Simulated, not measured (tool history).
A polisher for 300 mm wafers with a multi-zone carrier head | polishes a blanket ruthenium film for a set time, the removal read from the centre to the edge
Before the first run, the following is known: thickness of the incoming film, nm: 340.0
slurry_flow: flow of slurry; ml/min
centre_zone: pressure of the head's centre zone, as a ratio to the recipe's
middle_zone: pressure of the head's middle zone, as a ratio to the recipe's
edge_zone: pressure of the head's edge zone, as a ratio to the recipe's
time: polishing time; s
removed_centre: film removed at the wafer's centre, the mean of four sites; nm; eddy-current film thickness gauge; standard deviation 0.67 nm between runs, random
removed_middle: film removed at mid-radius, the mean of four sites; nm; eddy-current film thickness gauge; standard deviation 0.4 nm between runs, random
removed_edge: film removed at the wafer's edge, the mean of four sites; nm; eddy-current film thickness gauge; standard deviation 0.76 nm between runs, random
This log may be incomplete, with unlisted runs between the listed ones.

run 1 day=0 | slurry_flow=190 centre_zone=1 middle_zone=1 edge_zone=1 time=76 | removed_centre=70.054 removed_middle=67.854 removed_edge=70.013
run 2 day=0.25 | slurry_flow=185 centre_zone=1.01 middle_zone=0.97 edge_zone=0.99 time=76 | removed_centre=70.358 removed_middle=66.711 removed_edge=70.707
run 3 day=0.571 | slurry_flow=180 centre_zone=1.03 middle_zone=0.95 edge_zone=0.98 time=75 | removed_centre=70.622 removed_middle=64.304 removed_edge=68.65
run 4 day=0.592 | slurry_flow=175 centre_zone=1.04 middle_zone=0.93 edge_zone=0.98 time=75 | removed_centre=70.352 removed_middle=61.943 removed_edge=67.594
run 5 day=0.65 | slurry_flow=170 centre_zone=1.05 middle_zone=0.92 edge_zone=0.98 time=75 | removed_centre=70.023 removed_middle=61.91 removed_edge=67.788
run 6 day=0.875 | slurry_flow=130 centre_zone=1.05 middle_zone=0.92 edge_zone=0.98 time=75 | removed_centre=69.341 removed_middle=60.595 removed_edge=67.2

What will run 7 give?
run 7 day=0.908 | slurry_flow=130 centre_zone=1.06 middle_zone=0.91 edge_zone=0.98 time=75 | removed_centre=? removed_middle=? removed_edge=?

{"run 7": {"removed_centre": 68.271, "removed_middle": 59.086, "removed_edge": 67.397}}
